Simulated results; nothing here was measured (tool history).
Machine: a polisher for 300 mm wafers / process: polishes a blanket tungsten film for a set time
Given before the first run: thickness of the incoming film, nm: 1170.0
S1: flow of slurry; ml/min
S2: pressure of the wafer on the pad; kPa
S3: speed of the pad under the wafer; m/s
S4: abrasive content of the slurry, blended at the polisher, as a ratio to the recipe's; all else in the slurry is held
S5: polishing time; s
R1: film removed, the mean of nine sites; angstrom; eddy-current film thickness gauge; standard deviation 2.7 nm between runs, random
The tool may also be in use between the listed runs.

Run 1, hour 0: S1 295 ml/min, S2 22.1 kPa, S3 1.1 m/s, S4 1, S5 41 s. Result: R1 1649.8 angstrom.
Run 2, hour 5.7: S1 295 ml/min, S2 25.5 kPa, S3 1.12 m/s, S4 1, S5 41 s. Result: R1 1925.6 angstrom.
Run 3, hour 12.4: S1 295 ml/min, S2 25.5 kPa, S3 0.88 m/s, S4 1, S5 41 s. Result: R1 1528 angstrom.
Run 4, hour 17.8: S1 295 ml/min, S2 27.6 kPa, S3 0.98 m/s, S4 1, S5 41 s. Result: R1 1833 angstrom.
Run 5, hour 25: S1 295 ml/min, S2 29.6 kPa, S3 1.06 m/s, S4 1, S5 41 s. Result: R1 2135.6 angstrom.
Run 6, hour 28: S1 295 ml/min, S2 29.6 kPa, S3 1.06 m/s, S4 0.9, S5 41 s. Result: R1 2093.6 angstrom.
Run 7, hour 29.8: S1 295 ml/min, S2 31 kPa, S3 1.12 m/s, S4 0.9, S5 41 s. Result: R1 2298.4 angstrom.
Run 8, hour 31.6: S1 295 ml/min, S2 31.7 kPa, S3 1.18 m/s, S4 0.9, S5 41 s. Result: R1 2497.6 angstrom.
Run 9, hour 34.3: S1 295 ml/min, S2 32.4 kPa, S3 1.22 m/s, S4 0.9, S5 41 s. Result: R1 2614.5 angstrom.
Run 10, hour 41.2: S1 295 ml/min, S2 33.1 kPa, S3 1.26 m/s, S4 0.9, S5 41 s. Result: R1 2708.7 angstrom.
Run 11, hour 48.7: S1 295 ml/min, S2 33.8 kPa, S3 1.3 m/s, S4 0.9, S5 41 s. Result: R1 2879.6 angstrom.

What will run 12 give?
Run 12, hour 52.4: S1 295 ml/min, S2 33.8 kPa, S3 1.32 m/s, S4 0.9, S5 41 s. Result: R1 ?.

{"run 12": {"R1": 2903.4}}
